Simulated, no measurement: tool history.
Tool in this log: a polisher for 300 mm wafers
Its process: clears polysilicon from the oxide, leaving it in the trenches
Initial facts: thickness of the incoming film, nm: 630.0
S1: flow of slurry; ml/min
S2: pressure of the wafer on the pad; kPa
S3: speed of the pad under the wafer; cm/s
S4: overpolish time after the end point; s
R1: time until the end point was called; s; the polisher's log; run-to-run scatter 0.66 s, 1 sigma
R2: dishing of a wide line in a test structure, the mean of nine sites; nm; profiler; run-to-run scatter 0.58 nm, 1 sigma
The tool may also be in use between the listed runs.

{"run": 1, "hour": 0.0, "S1": 270, "S2": 12.4, "S3": 100, "S4": 10, "R1": 85.642, "R2": 31.301}
{"run": 2, "hour": 5.0, "S1": 215, "S2": 12.4, "S3": 100, "S4": 10, "R1": 87.755, "R2": 31.953}
{"run": 3, "hour": 8.9, "S1": 215, "S2": 12.4, "S3": 74, "S4": 10, "R1": 120.7, "R2": 28.264}
{"run": 4, "hour": 11.4, "S1": 180, "S2": 12.4, "S3": 74, "S4": 10, "R1": 123.19, "R2": 28.142}
{"run": 5, "hour": 16.9, "S1": 220, "S2": 14.5, "S3": 82, "S4": 8, "R1": 92.709, "R2": 28.274}
{"run": 6, "hour": 22.0, "S1": 230, "S2": 15.9, "S3": 90, "S4": 7, "R1": 76.957, "R2": 29.249}
{"run": 7, "hour": 25.0, "S1": 260, "S2": 16.5, "S3": 96, "S4": 6, "R1": 70.242, "R2": 28.183}

Expected results for the next run?
{"run": 8, "hour": 29.5, "S1": 265, "S2": 19.3, "S3": 124, "S4": 3, "R1": "?", "R2": "?"}

{"run 8": {"R1": 47.343, "R2": 24.233}}

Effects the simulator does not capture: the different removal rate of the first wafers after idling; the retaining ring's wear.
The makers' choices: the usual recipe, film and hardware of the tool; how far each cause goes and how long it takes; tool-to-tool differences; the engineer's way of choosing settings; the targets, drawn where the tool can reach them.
